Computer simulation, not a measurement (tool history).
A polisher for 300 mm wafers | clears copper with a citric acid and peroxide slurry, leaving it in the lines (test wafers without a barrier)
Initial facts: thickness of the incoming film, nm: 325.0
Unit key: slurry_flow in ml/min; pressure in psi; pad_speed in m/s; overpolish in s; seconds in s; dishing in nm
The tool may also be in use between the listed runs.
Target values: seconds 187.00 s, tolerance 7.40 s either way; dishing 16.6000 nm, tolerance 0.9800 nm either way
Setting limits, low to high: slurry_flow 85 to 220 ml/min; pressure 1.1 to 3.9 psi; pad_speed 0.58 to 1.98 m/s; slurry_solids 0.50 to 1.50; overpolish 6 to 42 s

run	hour	slurry_flow	pressure	pad_speed	slurry_solids	overpolish	seconds	dishing
1	0.0	140	2.5	1.28	1.00	21	167.11	27.2610
2	7.6	140	2.5	1.28	1.00	20	167.20	26.3510
3	12.7	140	1.9	1.28	1.00	20	217.02	21.2810
4	18.0	140	1.9	1.28	1.00	13	216.06	14.3390
5	18.8	145	1.9	1.28	1.00	13	216.74	14.3570
6	22.4	145	1.9	1.28	1.00	6	216.30	7.1482
7	24.5	145	1.9	1.30	1.00	7	213.88	8.1423
8	33.1	145	1.9	1.30	1.00	8	215.95	9.3545
9	40.3	145	1.9	1.32	1.00	9	209.94	10.5840
10	48.5	145	1.9	1.34	1.00	9	211.75	10.8100
11	53.9	145	2.3	1.36	1.00	19	176.37	25.1270
12	56.9	150	2.0	1.42	1.00	12	186.18	15.1940

Which single option among these 4 for the next run brings every result within its allowed miss of target? Just one does.
A	59.9	145	2.3	1.18	1.05	10	?	?
B	59.9	150	2.0	1.44	1.05	11	?	?
C	59.9	155	2.3	1.16	1.10	13	?	?
D	59.9	165	2.3	1.20	1.00	10	?	?

move	seconds	dishing
A	194.19	12.8610
B	189.92	14.2710
C	192.43	16.4710
D	190.31	13.1020
A: misses by more than the last run did
B: misses by more than the last run did
C: all results land within tolerance of their targets
D: misses by more than the last run did
C is the move that brings every result within its allowed miss.
